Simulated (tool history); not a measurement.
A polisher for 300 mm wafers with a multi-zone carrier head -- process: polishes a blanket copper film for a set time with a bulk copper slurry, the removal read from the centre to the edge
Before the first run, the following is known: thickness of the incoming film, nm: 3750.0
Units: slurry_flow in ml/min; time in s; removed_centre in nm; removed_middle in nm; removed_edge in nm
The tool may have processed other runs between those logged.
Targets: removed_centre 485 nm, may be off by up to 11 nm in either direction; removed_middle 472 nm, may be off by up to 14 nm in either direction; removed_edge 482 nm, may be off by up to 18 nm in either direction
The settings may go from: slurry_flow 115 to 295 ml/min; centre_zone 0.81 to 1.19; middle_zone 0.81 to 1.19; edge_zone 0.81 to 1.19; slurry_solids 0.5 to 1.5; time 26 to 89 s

Run 1, day 0: slurry_flow 190 ml/min, centre_zone 1, middle_zone 1, edge_zone 1, slurry_solids 1, time 57 s. Result: removed_centre 387.76 nm, removed_middle 400.82 nm, removed_edge 390.16 nm.
Run 2, day 0.062: slurry_flow 200 ml/min, centre_zone 1.01, middle_zone 1.01, edge_zone 1.03, slurry_solids 1.05, time 57 s. Result: removed_centre 397.64 nm, removed_middle 404.77 nm, removed_edge 395.71 nm.
Run 3, day 0.283: slurry_flow 200 ml/min, centre_zone 1.01, middle_zone 1.01, edge_zone 1.03, slurry_solids 1.15, time 57 s. Result: removed_centre 406.22 nm, removed_middle 417.95 nm, removed_edge 405.27 nm.
Run 4, day 0.479: slurry_flow 200 ml/min, centre_zone 1.01, middle_zone 0.93, edge_zone 1.03, slurry_solids 1.15, time 57 s. Result: removed_centre 403.33 nm, removed_middle 395.05 nm, removed_edge 405.52 nm.
Run 5, day 0.717: slurry_flow 185 ml/min, centre_zone 1.01, middle_zone 0.93, edge_zone 1.03, slurry_solids 1.15, time 57 s. Result: removed_centre 394.61 nm, removed_middle 383.03 nm, removed_edge 399.97 nm.
Run 6, day 0.933: slurry_flow 195 ml/min, centre_zone 1.02, middle_zone 0.94, edge_zone 1.05, slurry_solids 1.2, time 57 s. Result: removed_centre 407.9 nm, removed_middle 393.81 nm, removed_edge 401.25 nm.
Run 7, day 1.146: slurry_flow 200 ml/min, centre_zone 1.02, middle_zone 0.93, edge_zone 1.06, slurry_solids 1.25, time 58 s. Result: removed_centre 422.86 nm, removed_middle 405 nm, removed_edge 406.54 nm.
Run 8, day 1.208: slurry_flow 195 ml/min, centre_zone 1.01, middle_zone 0.92, edge_zone 1.06, slurry_solids 1.3, time 60 s. Result: removed_centre 428.18 nm, removed_middle 415.05 nm, removed_edge 433.59 nm.
Run 9, day 1.521: slurry_flow 195 ml/min, centre_zone 1.01, middle_zone 0.92, edge_zone 1.06, slurry_solids 1.3, time 60 s. Result: removed_centre 434.79 nm, removed_middle 415.39 nm, removed_edge 439.64 nm.
Run 10, day 1.892: slurry_flow 205 ml/min, centre_zone 1.01, middle_zone 0.92, edge_zone 1.06, slurry_solids 1.35, time 60 s. Result: removed_centre 437.04 nm, removed_middle 418.18 nm, removed_edge 441.22 nm.
Run 11, day 2.221: slurry_flow 210 ml/min, centre_zone 1.01, middle_zone 0.93, edge_zone 1.06, slurry_solids 1.35, time 60 s. Result: removed_centre 438.8 nm, removed_middle 415.63 nm, removed_edge 437.5 nm.
Run 12, day 2.438: slurry_flow 210 ml/min, centre_zone 1.01, middle_zone 0.94, edge_zone 1.06, slurry_solids 1.35, time 61 s. Result: removed_centre 444.83 nm, removed_middle 435.41 nm, removed_edge 447.61 nm.
Run 13, day 2.533: slurry_flow 215 ml/min, centre_zone 1.01, middle_zone 0.94, edge_zone 1.06, slurry_solids 1.35, time 61 s. Result: removed_centre 444.48 nm, removed_middle 433.93 nm, removed_edge 447.02 nm.
Run 14, day 2.579: slurry_flow 215 ml/min, centre_zone 1.01, middle_zone 0.94, edge_zone 1.06, slurry_solids 1.35, time 62 s. Result: removed_centre 452.64 nm, removed_middle 449.2 nm, removed_edge 455.97 nm.

Next run, 5 choices. One meets every target within its allowed miss, the rest don't. Which?
Run A, day 2.625: slurry_flow 210 ml/min, centre_zone 1.02, middle_zone 0.87, edge_zone 1.1, slurry_solids 1.45, time 70 s. Result: removed_centre ?, removed_middle ?, removed_edge ?.
Run B, day 2.625: slurry_flow 295 ml/min, centre_zone 1.18, middle_zone 1.1, edge_zone 1.05, slurry_solids 1.25, time 57 s. Result: removed_centre ?, removed_middle ?, removed_edge ?.
Run C, day 2.625: slurry_flow 295 ml/min, centre_zone 1, middle_zone 1.04, edge_zone 1.05, slurry_solids 0.9, time 68 s. Result: removed_centre ?, removed_middle ?, removed_edge ?.
Run D, day 2.625: slurry_flow 255 ml/min, centre_zone 0.99, middle_zone 0.92, edge_zone 1.01, slurry_solids 1.2, time 67 s. Result: removed_centre ?, removed_middle ?, removed_edge ?.
Run E, day 2.625: slurry_flow 185 ml/min, centre_zone 0.99, middle_zone 0.95, edge_zone 1.03, slurry_solids 1.4, time 72 s. Result: removed_centre ?, removed_middle ?, removed_edge ?.

move  removed_centre  removed_middle  removed_edge
   A          524.34          473.97        530.87
   B          506.25           469.6        425.74
   C          487.04          511.57        484.42
   D          486.28             471        484.33
   E          509.26          507.79        519.57
A: takes the result that was furthest off past its target
B: takes the result that was furthest off past its target
C: brings the result that was furthest off to its target, and leaves another outside
D: all results in spec
E: takes the result that was furthest off past its target
D meets every target.

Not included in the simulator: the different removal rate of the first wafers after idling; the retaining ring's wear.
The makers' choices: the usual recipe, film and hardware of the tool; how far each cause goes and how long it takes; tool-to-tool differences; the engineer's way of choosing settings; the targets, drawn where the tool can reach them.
